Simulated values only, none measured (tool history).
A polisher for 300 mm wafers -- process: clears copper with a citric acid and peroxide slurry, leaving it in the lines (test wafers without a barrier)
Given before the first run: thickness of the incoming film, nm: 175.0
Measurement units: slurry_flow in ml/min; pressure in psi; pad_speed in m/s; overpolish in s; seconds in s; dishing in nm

run,hour,slurry_flow,pressure,pad_speed,slurry_solids,overpolish,seconds,dishing
1,0.0,195,2.3,1.32,1.00,29,94.451,37.040
2,8.8,195,2.3,1.32,1.15,29,91.855,37.645
3,9.8,195,2.3,1.32,1.05,29,91.375,37.112
4,14.4,150,2.3,1.32,1.05,29,99.103,36.724
5,21.4,150,2.3,1.32,0.90,29,99.475,36.114
6,27.9,175,2.3,1.32,0.90,29,99.692,36.325
7,29.4,120,1.7,0.96,0.75,15,194.020,10.447

The next listed run, before its measurement:
8,34.5,125,1.6,0.96,0.75,15,?,?

Run 8 measured seconds 199.010 s, dishing 10.040 nm.

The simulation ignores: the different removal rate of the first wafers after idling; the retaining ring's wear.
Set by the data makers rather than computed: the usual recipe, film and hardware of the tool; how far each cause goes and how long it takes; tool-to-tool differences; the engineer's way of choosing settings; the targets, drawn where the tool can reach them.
